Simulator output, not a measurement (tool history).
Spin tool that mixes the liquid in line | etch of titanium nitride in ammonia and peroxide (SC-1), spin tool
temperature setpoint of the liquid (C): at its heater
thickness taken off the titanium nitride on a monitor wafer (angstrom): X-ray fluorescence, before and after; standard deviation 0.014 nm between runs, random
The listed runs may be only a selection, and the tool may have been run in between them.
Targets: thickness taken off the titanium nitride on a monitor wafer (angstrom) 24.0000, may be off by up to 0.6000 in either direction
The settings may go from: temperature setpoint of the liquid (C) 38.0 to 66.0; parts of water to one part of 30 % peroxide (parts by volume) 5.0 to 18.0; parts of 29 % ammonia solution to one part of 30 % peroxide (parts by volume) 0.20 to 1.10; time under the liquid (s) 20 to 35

run  hour  temperature setpoint of the liquid (C)  parts of water to one part of 30 % peroxide (parts by volume)  parts of 29 % ammonia solution to one part of 30 % peroxide (parts by volume)  time under the liquid (s)  thickness taken off the titanium nitride on a monitor wafer (angstrom)
  1   0.0                                    50.0                                                           10.0                                                                           0.60                         35                                                                  9.4263
  2   2.2                                    50.0                                                           13.5                                                                           0.60                         35                                                                  7.9968
  3   8.3                                    45.5                                                           13.5                                                                           0.60                         35                                                                  5.7712
  4  11.1                                    49.0                                                           13.5                                                                           0.60                         35                                                                  7.4428
  5  18.1                                    52.0                                                           13.5                                                                           0.60                         35                                                                  9.1993
  6  25.9                                    49.0                                                           13.5                                                                           0.60                         35                                                                  7.4989
  7  33.2                                    52.0                                                           13.5                                                                           0.60                         35                                                                  9.2008
     38.3  -- heated supply line repaired
  8  38.3                                    54.5                                                           13.5                                                                           0.60                         35                                                                 13.2160
  9  42.5                                    61.0                                                           13.5                                                                           0.60                         35                                                                 20.4300
 10  49.0                                    61.5                                                           13.5                                                                           0.60                         35                                                                 21.0890
 11  57.8                                    62.0                                                           13.5                                                                           0.60                         35                                                                 21.5990
 12  58.5                                    63.0                                                           13.5                                                                           0.60                         35                                                                 23.2160

Below are 4 possible settings for the next run. Only one of them brings all results inside the allowed miss of their targets. Which is it?
  A  59.2                                    63.0                                                           12.0                                                                           0.50                         35                                                                       ?
  B  59.2                                    65.0                                                           14.5                                                                           0.65                         35                                                                       ?
  C  59.2                                    62.5                                                           14.0                                                                           0.70                         35                                                                       ?
  D  59.2                                    65.5                                                           18.0                                                                           0.95                         35                                                                       ?

move  thickness taken off the titanium nitride on a monitor wafer (angstrom)
   A                                                                 23.7200
   B                                                                 25.5160
   C                                                                 22.4390
   D                                                                 25.0320
A: in spec on every target
B: the result that was furthest off in the last run now lies on the other side of its target
C: the biggest miss grows against the last run
D: the result that was furthest off in the last run now lies on the other side of its target
Go with A: it meets all targets.

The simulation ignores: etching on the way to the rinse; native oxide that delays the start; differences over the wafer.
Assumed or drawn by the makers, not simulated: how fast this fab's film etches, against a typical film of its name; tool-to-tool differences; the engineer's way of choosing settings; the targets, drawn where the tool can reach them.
